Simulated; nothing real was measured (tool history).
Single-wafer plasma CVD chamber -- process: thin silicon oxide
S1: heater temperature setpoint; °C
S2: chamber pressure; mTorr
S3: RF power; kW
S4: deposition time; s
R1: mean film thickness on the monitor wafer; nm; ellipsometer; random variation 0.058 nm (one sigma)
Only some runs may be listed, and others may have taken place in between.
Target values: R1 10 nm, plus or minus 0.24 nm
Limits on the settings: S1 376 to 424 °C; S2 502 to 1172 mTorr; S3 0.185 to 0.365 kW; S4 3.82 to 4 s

run 1 hour=0 | S1=400 S2=837 S3=0.275 S4=4 | R1=7.6646
run 2 hour=3.7 | S1=395 S2=837 S3=0.275 S4=4 | R1=7.5931
run 3 hour=11.4 | S1=395 S2=837 S3=0.255 S4=4 | R1=7.2619
run 4 hour=18.6 | S1=395 S2=837 S3=0.255 S4=4 | R1=7.1633
run 5 hour=25.1 | S1=401 S2=837 S3=0.255 S4=4 | R1=7.2392
run 6 hour=28.8 | S1=401 S2=837 S3=0.255 S4=4 | R1=7.2246
run 7 hour=37.6 | S1=401 S2=911 S3=0.255 S4=4 | R1=7.7455
run 8 hour=44.9 | S1=401 S2=975 S3=0.26 S4=4 | R1=8.3489
run 9 hour=50.7 | S1=401 S2=1021 S3=0.26 S4=4 | R1=8.6355
run 10 hour=52.7 | S1=401 S2=1021 S3=0.26 S4=4 | R1=8.7142
run 11 hour=58.9 | S1=401 S2=1056 S3=0.26 S4=4 | R1=8.8809

5 next moves are on the table. One of them brings every result within its allowed miss. Which?
run A hour=65.1 | S1=408 S2=974 S3=0.305 S4=4 | R1=?
run B hour=65.1 | S1=396 S2=1129 S3=0.255 S4=4 | R1=?
run C hour=65.1 | S1=391 S2=1155 S3=0.25 S4=4 | R1=?
run D hour=65.1 | S1=394 S2=1101 S3=0.265 S4=4 | R1=?
run E hour=65.1 | S1=401 S2=1164 S3=0.275 S4=4 | R1=?

move=A R1=9.261
move=B R1=9.2626
move=C R1=9.3067
move=D R1=9.3536
move=E R1=9.9384
A: closes in on the targets versus the last run, not all within tolerance yet
B: closes in on the targets versus the last run, not all within tolerance yet
C: closes in on the targets versus the last run, not all within tolerance yet
D: closes in on the targets versus the last run, not all within tolerance yet
E: hits every target within its allowed miss
Go with E: it meets all targets.

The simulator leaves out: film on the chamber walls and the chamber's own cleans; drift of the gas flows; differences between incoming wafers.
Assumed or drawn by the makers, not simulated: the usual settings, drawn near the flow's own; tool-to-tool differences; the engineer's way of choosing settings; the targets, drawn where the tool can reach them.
